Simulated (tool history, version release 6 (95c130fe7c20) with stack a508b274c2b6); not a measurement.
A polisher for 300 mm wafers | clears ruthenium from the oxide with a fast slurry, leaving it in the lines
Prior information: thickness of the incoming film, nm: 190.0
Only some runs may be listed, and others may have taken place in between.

run	hour	flow of slurry (ml/min)	pressure of the wafer on the pad (kPa)	speed of the pad under the wafer (cm/s)	abrasive content of the slurry	overpolish time after the end point (s)	time until the end point was called (s)	dishing of a wide line in a test structure (Å)
1	0	155	13.1	116	1	26	70.359	401.25
2	6.2	155	11	116	1	26	82.15	359.34
3	7.4	155	11	116	1	32	82.233	413.79
4	15.7	155	11	116	1.15	32	75.673	416.25
5	22.4	155	11	116	1.05	32	80.016	425
6	26.2	140	11	116	1.05	32	82.425	417.75
7	27.8	145	11.7	116	1.05	32	78.628	424.01
8	34.9	155	12.4	116	1.05	32	71.783	437.88
9	43.2	160	13.1	116	1.05	33	69.119	464.81

Run 10 is up next; what results do you expect?
10	47.7	165	13.8	116	1.05	33	?	?

For run 10 the tool returned time until the end point was called (s) 64.675, dishing of a wide line in a test structure (Å) 474.18.

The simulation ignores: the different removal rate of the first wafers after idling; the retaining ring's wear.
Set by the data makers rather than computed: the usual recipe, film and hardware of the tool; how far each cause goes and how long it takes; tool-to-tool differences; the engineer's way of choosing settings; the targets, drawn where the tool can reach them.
